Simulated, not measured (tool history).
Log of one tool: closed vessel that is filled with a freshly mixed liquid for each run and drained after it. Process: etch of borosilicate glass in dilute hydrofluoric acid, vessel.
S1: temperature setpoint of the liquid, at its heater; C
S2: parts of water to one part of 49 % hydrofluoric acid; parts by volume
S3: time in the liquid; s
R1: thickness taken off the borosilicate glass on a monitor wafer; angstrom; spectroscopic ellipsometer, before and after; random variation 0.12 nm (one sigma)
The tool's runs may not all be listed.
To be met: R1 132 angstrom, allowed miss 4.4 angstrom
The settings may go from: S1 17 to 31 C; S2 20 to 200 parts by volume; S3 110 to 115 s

run 1 day=0 | S1=23 S2=110 S3=110 | R1=206.55
run 2 day=0.171 | S1=25 S2=110 S3=110 | R1=218.85
run 3 day=0.25 | S1=23 S2=120 S3=110 | R1=186.19
run 4 day=0.404 | S1=23 S2=120 S3=115 | R1=194.5
run 5 day=0.512 | S1=21.5 S2=125 S3=115 | R1=176.06
run 6 day=0.9 | S1=20.5 S2=130 S3=115 | R1=159.99
run 7 day=1.15 | S1=19.5 S2=130 S3=115 | R1=150.75
run 8 day=1.304 | S1=19 S2=130 S3=115 | R1=147.45
run 9 day=1.646 | S1=19 S2=130 S3=115 | R1=150.76
run 10 day=1.846 | S1=18.5 S2=130 S3=115 | R1=145.7
run 11 day=2.146 | S1=18 S2=130 S3=115 | R1=145.41

Which of these 4 next moves meets every target?
run A day=2.446 | S1=17.5 S2=150 S3=115 | R1=?
run B day=2.446 | S1=19.5 S2=135 S3=115 | R1=?
run C day=2.446 | S1=18.5 S2=125 S3=110 | R1=?
run D day=2.446 | S1=17 S2=130 S3=110 | R1=?

move=A R1=121.92
move=B R1=149.18
move=C R1=149.51
move=D R1=134.46
A: takes the result that was furthest off past its target
B: further off than the last run
C: further off than the last run
D: meets every target
Move D is the one to make.
